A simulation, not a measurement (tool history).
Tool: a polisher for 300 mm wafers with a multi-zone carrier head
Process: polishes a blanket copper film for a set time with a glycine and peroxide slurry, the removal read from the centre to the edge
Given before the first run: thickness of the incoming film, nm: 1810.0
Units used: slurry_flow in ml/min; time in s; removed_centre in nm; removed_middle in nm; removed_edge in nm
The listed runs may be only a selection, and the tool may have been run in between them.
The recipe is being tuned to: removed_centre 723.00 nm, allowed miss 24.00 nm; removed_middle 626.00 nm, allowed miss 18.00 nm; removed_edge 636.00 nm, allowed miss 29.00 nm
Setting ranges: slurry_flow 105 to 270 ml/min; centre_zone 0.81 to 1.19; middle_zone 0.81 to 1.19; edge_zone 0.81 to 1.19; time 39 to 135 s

run,hour,slurry_flow,centre_zone,middle_zone,edge_zone,time,removed_centre,removed_middle,removed_edge
1,0.0,175,1.00,1.00,1.00,87,532.69,549.44,541.51
2,2.9,190,1.05,1.01,1.04,89,586.98,571.91,558.69
3,8.8,190,1.05,1.08,1.04,89,587.32,607.87,558.84
4,13.5,160,1.05,1.08,1.04,89,566.51,584.69,553.84
5,22.5,175,1.08,1.06,1.08,91,602.62,593.06,563.67
6,26.2,175,1.08,0.98,1.08,91,604.22,559.52,576.60
7,31.5,190,1.10,0.98,1.10,93,634.58,587.59,602.89
8,35.4,240,1.19,0.97,1.12,94,730.70,607.10,615.97
9,38.0,240,1.18,0.97,1.13,94,725.51,602.14,633.57
10,44.9,240,1.18,0.98,1.13,94,719.31,611.93,628.56

5 next moves are on the table. One of them brings every result within its allowed miss. Which?
A,51.8,260,1.17,1.00,1.14,95,?,?,?
B,51.8,230,1.17,1.09,1.16,94,?,?,?
C,51.8,270,1.19,0.97,1.15,91,?,?,?
D,51.8,240,1.15,0.92,1.17,94,?,?,?
E,51.8,185,1.19,0.96,1.19,96,?,?,?

move,removed_centre,removed_middle,removed_edge
A,725.77,630.63,633.29
B,706.56,655.88,623.82
C,710.39,593.00,611.26
D,697.92,581.10,630.18
E,707.19,589.22,630.22
A: hits every target within its allowed miss
B: takes the result that was furthest off past its target
C: further off than the last run
D: further off than the last run
E: further off than the last run
A is the move that brings every result within its allowed miss.
